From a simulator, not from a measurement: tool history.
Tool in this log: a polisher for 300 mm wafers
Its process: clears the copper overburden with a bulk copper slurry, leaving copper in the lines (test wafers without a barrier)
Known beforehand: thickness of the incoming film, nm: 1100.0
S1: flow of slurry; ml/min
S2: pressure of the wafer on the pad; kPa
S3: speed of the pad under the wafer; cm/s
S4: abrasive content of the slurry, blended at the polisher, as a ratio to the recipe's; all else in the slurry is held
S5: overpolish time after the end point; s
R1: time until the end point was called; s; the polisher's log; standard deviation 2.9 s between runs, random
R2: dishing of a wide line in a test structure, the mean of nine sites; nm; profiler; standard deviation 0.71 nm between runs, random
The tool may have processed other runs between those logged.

{"run": 1, "hour": 0.0, "S1": 130, "S2": 22.8, "S3": 128, "S4": 1.0, "S5": 12, "R1": 70.423, "R2": 75.747}
{"run": 2, "hour": 1.6, "S1": 130, "S2": 19.3, "S3": 120, "S4": 1.0, "S5": 13, "R1": 88.555, "R2": 69.512}
{"run": 3, "hour": 4.3, "S1": 130, "S2": 23.4, "S3": 120, "S4": 1.0, "S5": 13, "R1": 73.954, "R2": 76.467}
{"run": 4, "hour": 12.4, "S1": 145, "S2": 23.4, "S3": 120, "S4": 1.0, "S5": 13, "R1": 73.587, "R2": 76.944}
{"run": 5, "hour": 21.1, "S1": 145, "S2": 20.0, "S3": 112, "S4": 1.0, "S5": 14, "R1": 93.049, "R2": 72.04}
{"run": 6, "hour": 25.4, "S1": 145, "S2": 16.5, "S3": 112, "S4": 1.0, "S5": 14, "R1": 109.61, "R2": 62.423}
{"run": 7, "hour": 29.6, "S1": 145, "S2": 15.2, "S3": 110, "S4": 1.0, "S5": 15, "R1": 118.62, "R2": 60.957}

Run 8, settings as shown, results not yet in. Your forecast:
{"run": 8, "hour": 32.9, "S1": 145, "S2": 13.8, "S3": 108, "S4": 1.0, "S5": 16, "R1": "?", "R2": "?"}

Run 8 came out at R1 135.380 s, R2 58.470 nm.
